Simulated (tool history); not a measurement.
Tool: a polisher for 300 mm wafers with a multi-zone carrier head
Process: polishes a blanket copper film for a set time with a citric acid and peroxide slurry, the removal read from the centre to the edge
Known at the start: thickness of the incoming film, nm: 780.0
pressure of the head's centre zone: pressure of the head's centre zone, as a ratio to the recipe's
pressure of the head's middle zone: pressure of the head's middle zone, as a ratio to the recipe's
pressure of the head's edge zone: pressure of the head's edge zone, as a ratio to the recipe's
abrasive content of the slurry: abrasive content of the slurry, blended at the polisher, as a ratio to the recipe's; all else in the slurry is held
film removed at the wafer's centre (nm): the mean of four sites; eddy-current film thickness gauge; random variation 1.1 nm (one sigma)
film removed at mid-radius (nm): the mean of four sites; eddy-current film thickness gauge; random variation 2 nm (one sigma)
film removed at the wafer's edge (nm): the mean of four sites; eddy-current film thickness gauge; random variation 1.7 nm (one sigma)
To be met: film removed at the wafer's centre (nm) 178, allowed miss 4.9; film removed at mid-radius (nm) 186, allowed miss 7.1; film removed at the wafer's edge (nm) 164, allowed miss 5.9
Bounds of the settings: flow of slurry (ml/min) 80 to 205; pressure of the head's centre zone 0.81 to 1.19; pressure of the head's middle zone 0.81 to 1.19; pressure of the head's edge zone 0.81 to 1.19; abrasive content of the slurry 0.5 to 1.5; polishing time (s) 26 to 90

run  hour  flow of slurry (ml/min)  pressure of the head's centre zone  pressure of the head's middle zone  pressure of the head's edge zone  abrasive content of the slurry  polishing time (s)  film removed at the wafer's centre (nm)  film removed at mid-radius (nm)  film removed at the wafer's edge (nm)
  1     0                      135                                   1                                   1                                 1                               1                  58                                   144.57                           145.26                                 145.34
  2   7.9                      135                                   1                                   1                              1.08                               1                  58                                   142.45                            144.8                                 148.48
  3   9.4                      105                                   1                                   1                              1.08                               1                  58                                   138.78                           139.11                                 143.96
  4  17.2                      115                                1.02                                1.02                              1.08                            1.05                  58                                   144.08                            145.6                                 146.39
  5  19.5                      115                                1.02                                1.02                              1.16                            1.05                  58                                   145.02                           145.71                                 152.61
  6  20.2                      125                                1.04                                1.04                              1.16                            1.05                  58                                   150.21                           150.43                                 151.17
  7  24.9                      130                                1.05                                1.05                              1.16                             1.1                  58                                   153.73                           154.63                                 153.46
  8  26.3                      135                                1.06                                1.06                              1.16                             1.1                  58                                   156.22                           154.69                                 155.77
  9  35.1                      140                                1.07                                1.08                              1.15                             1.1                  58                                   158.69                           155.82                                 155.58

5 next moves are on the table. One of them brings every result within its allowed miss. Which?
  A  43.9                      145                                 1.1                                0.98                              1.15                             0.8                  56                                        ?                                ?                                      ?
  B  43.9                      145                                1.19                                1.19                              1.05                            1.25                  55                                        ?                                ?                                      ?
  C  43.9                      135                                0.93                                1.19                              0.93                            1.45                  56                                        ?                                ?                                      ?
  D  43.9                      160                                1.11                                1.19                              1.09                            1.35                  60                                        ?                                ?                                      ?
  E  43.9                      135                                0.97                                0.93                              1.15                             1.1                  55                                        ?                                ?                                      ?

move  film removed at the wafer's centre (nm)  film removed at mid-radius (nm)  film removed at the wafer's edge (nm)
   A                                   148.94                           129.86                                 143.54
   B                                   172.21                           163.44                                 146.63
   C                                   139.33                           169.99                                 145.14
   D                                   180.42                           183.41                                 166.59
   E                                   135.05                           128.21                                 148.49
A: further off than the last run
B: nearer than the last run, and not there yet
C: further off than the last run
D: meets every target
E: further off than the last run
The right move is D.
